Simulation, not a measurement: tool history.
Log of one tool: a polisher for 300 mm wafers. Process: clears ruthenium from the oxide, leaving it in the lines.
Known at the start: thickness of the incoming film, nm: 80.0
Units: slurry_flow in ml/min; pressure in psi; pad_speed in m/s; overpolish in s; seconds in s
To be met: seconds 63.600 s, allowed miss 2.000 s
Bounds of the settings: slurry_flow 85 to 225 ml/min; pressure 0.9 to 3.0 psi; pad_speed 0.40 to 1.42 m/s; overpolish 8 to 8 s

run 1 hour=0.0 | slurry_flow=145 pressure=1.9 pad_speed=0.90 overpolish=8 | seconds=110.460
run 2 hour=1.4 | slurry_flow=145 pressure=1.9 pad_speed=1.10 overpolish=8 | seconds=92.954
run 3 hour=3.0 | slurry_flow=145 pressure=1.9 pad_speed=1.10 overpolish=8 | seconds=93.681
run 4 hour=10.2 | slurry_flow=145 pressure=1.9 pad_speed=1.10 overpolish=8 | seconds=92.359
run 5 hour=19.0 | slurry_flow=155 pressure=2.1 pad_speed=1.10 overpolish=8 | seconds=82.596
run 6 hour=22.4 | slurry_flow=155 pressure=2.1 pad_speed=0.90 overpolish=8 | seconds=99.293
run 7 hour=28.4 | slurry_flow=160 pressure=2.3 pad_speed=0.90 overpolish=8 | seconds=91.678
run 8 hour=29.9 | slurry_flow=165 pressure=2.5 pad_speed=0.92 overpolish=8 | seconds=81.170
run 9 hour=36.7 | slurry_flow=170 pressure=2.6 pad_speed=0.92 overpolish=8 | seconds=77.242
run 10 hour=40.9 | slurry_flow=175 pressure=2.7 pad_speed=0.92 overpolish=8 | seconds=74.519
run 11 hour=44.2 | slurry_flow=175 pressure=2.8 pad_speed=0.92 overpolish=8 | seconds=72.231
run 12 hour=47.6 | slurry_flow=180 pressure=2.9 pad_speed=0.94 overpolish=8 | seconds=67.751

4 next moves are on the table. One of them brings every result within its allowed miss. Which?
run A hour=51.0 | slurry_flow=185 pressure=2.8 pad_speed=1.14 overpolish=8 | seconds=?
run B hour=51.0 | slurry_flow=195 pressure=2.9 pad_speed=1.06 overpolish=8 | seconds=?
run C hour=51.0 | slurry_flow=175 pressure=3.0 pad_speed=0.98 overpolish=8 | seconds=?
run D hour=51.0 | slurry_flow=180 pressure=2.8 pad_speed=0.92 overpolish=8 | seconds=?

move=A seconds=59.149
move=B seconds=60.661
move=C seconds=64.103
move=D seconds=72.344
A: takes the result that was furthest off past its target
B: takes the result that was furthest off past its target
C: meets every target
D: further off than the last run
Answer: C
